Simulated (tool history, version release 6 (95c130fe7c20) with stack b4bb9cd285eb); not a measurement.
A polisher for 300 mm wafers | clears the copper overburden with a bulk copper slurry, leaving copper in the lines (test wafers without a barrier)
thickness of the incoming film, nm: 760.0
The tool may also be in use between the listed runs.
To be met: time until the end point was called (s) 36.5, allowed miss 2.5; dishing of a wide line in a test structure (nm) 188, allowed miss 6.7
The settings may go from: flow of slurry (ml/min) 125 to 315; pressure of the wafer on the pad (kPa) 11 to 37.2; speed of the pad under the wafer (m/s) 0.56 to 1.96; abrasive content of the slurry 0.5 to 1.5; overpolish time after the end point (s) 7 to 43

run    day  flow of slurry (ml/min)  pressure of the wafer on the pad (kPa)  speed of the pad under the wafer (m/s)  abrasive content of the slurry  overpolish time after the end point (s)  time until the end point was called (s)  dishing of a wide line in a test structure (nm)
  1      0                      205                                    24.1                                    1.26                               1                                       22                                   46.655                                           150.63
  2  0.142                      205                                    24.8                                    1.26                               1                                       23                                   46.937                                            154.6
  3  0.292                      205                                    26.2                                    1.26                               1                                       23                                   44.911                                           157.35
  4   0.45                      205                                    26.9                                    1.26                               1                                       23                                   42.075                                           155.08
  5    0.6                      205                                    26.9                                    1.28                               1                                       24                                   43.195                                           158.41
  6  0.792                      185                                    26.9                                    1.28                               1                                       24                                   42.854                                            157.9
  7  1.071                      190                                    27.6                                    1.28                               1                                       25                                   42.622                                           160.71
  8  1.138                      195                                    28.3                                    1.28                               1                                       26                                   39.739                                           166.08
  9  1.392                      190                                    30.3                                    1.26                               1                                       31                                   40.659                                           179.67
 10  1.767                      190                                      31                                    1.26                               1                                       31                                   40.666                                           181.87

4 next moves are on the table. One of them brings every result within its allowed miss. Which?
  A  2.142                      150                                    30.3                                    1.54                             0.6                                       33                                        ?                                                ?
  B  2.142                      175                                    28.3                                    1.42                            1.05                                       23                                        ?                                                ?
  C  2.142                      195                                    32.4                                    1.54                             1.1                                       20                                        ?                                                ?
  D  2.142                      175                                    35.9                                    1.46                            1.15                                       24                                        ?                                                ?

move  time until the end point was called (s)  dishing of a wide line in a test structure (nm)
   A                                   36.053                                           184.04
   B                                   37.517                                            165.1
   C                                   30.561                                           172.48
   D                                   29.819                                           185.47
A: meets every target
B: brings the result that was furthest off to its target, and leaves another outside
C: takes the result that was furthest off past its target
D: takes the result that was furthest off past its target
The right move is A.
